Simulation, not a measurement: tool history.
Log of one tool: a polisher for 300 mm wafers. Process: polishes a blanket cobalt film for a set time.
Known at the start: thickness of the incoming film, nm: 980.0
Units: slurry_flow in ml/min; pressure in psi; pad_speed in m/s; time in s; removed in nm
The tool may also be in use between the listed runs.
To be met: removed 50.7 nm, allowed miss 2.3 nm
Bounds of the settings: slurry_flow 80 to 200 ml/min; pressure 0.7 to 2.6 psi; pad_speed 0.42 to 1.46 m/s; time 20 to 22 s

run 1 day=0 | slurry_flow=130 pressure=1.6 pad_speed=0.94 time=22 | removed=91.937
run 2 day=0.225 | slurry_flow=130 pressure=1.5 pad_speed=0.94 time=22 | removed=86.492
run 3 day=0.429 | slurry_flow=130 pressure=1.5 pad_speed=0.94 time=22 | removed=87.575
run 4 day=0.588 | slurry_flow=130 pressure=1.4 pad_speed=0.94 time=22 | removed=81.246
run 5 day=0.958 | slurry_flow=150 pressure=1.4 pad_speed=0.94 time=22 | removed=83.849
run 6 day=1.142 | slurry_flow=165 pressure=1.4 pad_speed=0.94 time=22 | removed=84.258
run 7 day=1.45 | slurry_flow=165 pressure=1.3 pad_speed=0.94 time=22 | removed=78.877
run 8 day=1.621 | slurry_flow=165 pressure=1.2 pad_speed=0.94 time=22 | removed=73.546
run 9 day=1.988 | slurry_flow=150 pressure=0.7 pad_speed=0.92 time=22 | removed=41.729
run 10 day=2.038 | slurry_flow=155 pressure=0.7 pad_speed=0.92 time=22 | removed=42.412
run 11 day=2.267 | slurry_flow=160 pressure=0.7 pad_speed=0.92 time=22 | removed=41.994

5 next moves are on the table. One of them brings every result within its allowed miss. Which?
run A day=2.496 | slurry_flow=150 pressure=0.9 pad_speed=0.78 time=22 | removed=?
run B day=2.496 | slurry_flow=175 pressure=0.9 pad_speed=0.84 time=22 | removed=?
run C day=2.496 | slurry_flow=150 pressure=0.7 pad_speed=1.02 time=22 | removed=?
run D day=2.496 | slurry_flow=130 pressure=0.7 pad_speed=1.06 time=21 | removed=?
run E day=2.496 | slurry_flow=170 pressure=0.7 pad_speed=0.82 time=20 | removed=?

move=A removed=44.091
move=B removed=48.507
move=C removed=45.128
move=D removed=43.61
move=E removed=33.863
A: nearer than the last run, and not there yet
B: meets every target
C: nearer than the last run, and not there yet
D: nearer than the last run, and not there yet
E: further off than the last run
The right move is B.

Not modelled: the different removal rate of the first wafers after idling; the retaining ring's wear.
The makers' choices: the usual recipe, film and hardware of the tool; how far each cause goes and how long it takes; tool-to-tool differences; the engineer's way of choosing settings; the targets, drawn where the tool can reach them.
